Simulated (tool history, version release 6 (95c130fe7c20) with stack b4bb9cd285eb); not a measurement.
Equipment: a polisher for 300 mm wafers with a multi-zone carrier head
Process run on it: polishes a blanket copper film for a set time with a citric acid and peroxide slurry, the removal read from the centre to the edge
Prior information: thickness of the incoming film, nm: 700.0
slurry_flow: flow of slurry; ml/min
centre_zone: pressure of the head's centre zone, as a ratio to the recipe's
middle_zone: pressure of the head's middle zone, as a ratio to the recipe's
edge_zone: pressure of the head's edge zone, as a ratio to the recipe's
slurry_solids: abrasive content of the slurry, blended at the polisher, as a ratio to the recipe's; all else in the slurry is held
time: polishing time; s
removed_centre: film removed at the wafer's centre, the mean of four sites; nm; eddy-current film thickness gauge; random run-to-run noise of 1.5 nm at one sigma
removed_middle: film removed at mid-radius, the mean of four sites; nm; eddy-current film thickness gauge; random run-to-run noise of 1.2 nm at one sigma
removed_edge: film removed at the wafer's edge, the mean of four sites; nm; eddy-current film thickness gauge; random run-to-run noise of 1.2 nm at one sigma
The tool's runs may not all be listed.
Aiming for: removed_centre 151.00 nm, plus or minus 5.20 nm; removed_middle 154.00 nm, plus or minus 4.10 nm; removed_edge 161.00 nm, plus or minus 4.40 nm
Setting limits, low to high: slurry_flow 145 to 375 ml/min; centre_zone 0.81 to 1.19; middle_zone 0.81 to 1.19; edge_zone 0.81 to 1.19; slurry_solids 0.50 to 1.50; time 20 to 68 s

| run | day | slurry_flow | centre_zone | middle_zone | edge_zone | slurry_solids | time | removed_centre | removed_middle | removed_edge |
|---|---|---|---|---|---|---|---|---|---|---|
| 1 | 0.000 | 240 | 1.00 | 1.00 | 1.00 | 1.00 | 44 | 122.57 | 122.66 | 123.14 |
| 2 | 0.258 | 245 | 1.00 | 1.01 | 1.02 | 1.05 | 44 | 125.21 | 123.44 | 125.91 |
| 3 | 0.454 | 245 | 1.00 | 1.01 | 0.96 | 1.05 | 44 | 123.52 | 126.05 | 122.70 |
| 4 | 0.600 | 250 | 1.00 | 1.02 | 0.98 | 1.10 | 44 | 125.42 | 126.63 | 123.66 |
| 5 | 0.912 | 250 | 0.99 | 1.03 | 1.00 | 1.15 | 45 | 130.01 | 132.99 | 129.52 |
| 6 | 0.958 | 250 | 1.05 | 1.03 | 1.00 | 1.15 | 45 | 138.75 | 131.80 | 129.43 |
| 7 | 1.158 | 250 | 1.04 | 1.03 | 1.02 | 1.20 | 45 | 137.89 | 134.66 | 131.74 |
| 8 | 1.342 | 290 | 1.02 | 0.99 | 1.12 | 1.45 | 48 | 151.76 | 146.40 | 157.14 |
| 9 | 1.692 | 295 | 1.02 | 0.99 | 1.12 | 1.45 | 48 | 150.34 | 145.67 | 155.77 |
| 10 | 1.896 | 295 | 1.02 | 0.99 | 1.12 | 1.45 | 48 | 151.59 | 145.48 | 157.74 |
| 11 | 1.979 | 295 | 1.02 | 1.00 | 1.12 | 1.45 | 48 | 151.07 | 145.67 | 155.27 |

Consider the 5 candidate settings below. Which is the only one whose results all fall within their allowed miss of target?
| A | 2.062 | 305 | 1.13 | 0.90 | 1.09 | 1.40 | 47 | ? | ? | ? |
| B | 2.062 | 320 | 1.01 | 1.15 | 1.03 | 1.50 | 47 | ? | ? | ? |
| C | 2.062 | 295 | 1.00 | 1.11 | 1.06 | 1.40 | 49 | ? | ? | ? |
| D | 2.062 | 305 | 0.99 | 1.02 | 1.14 | 1.50 | 49 | ? | ? | ? |
| E | 2.062 | 335 | 1.01 | 1.16 | 1.05 | 1.50 | 47 | ? | ? | ? |

| move | removed_centre | removed_middle | removed_edge |
|---|---|---|---|
| A | 162.69 | 131.29 | 150.83 |
| B | 148.32 | 164.67 | 148.72 |
| C | 149.66 | 162.98 | 154.26 |
| D | 150.66 | 154.25 | 162.88 |
| E | 148.99 | 166.57 | 150.58 |
A: its largest miss is bigger than the last run's
B: takes the biggest miss from the last run beyond its target
C: takes the biggest miss from the last run beyond its target
D: every result within its allowed miss
E: takes the biggest miss from the last run beyond its target
The move that meets every target is D.

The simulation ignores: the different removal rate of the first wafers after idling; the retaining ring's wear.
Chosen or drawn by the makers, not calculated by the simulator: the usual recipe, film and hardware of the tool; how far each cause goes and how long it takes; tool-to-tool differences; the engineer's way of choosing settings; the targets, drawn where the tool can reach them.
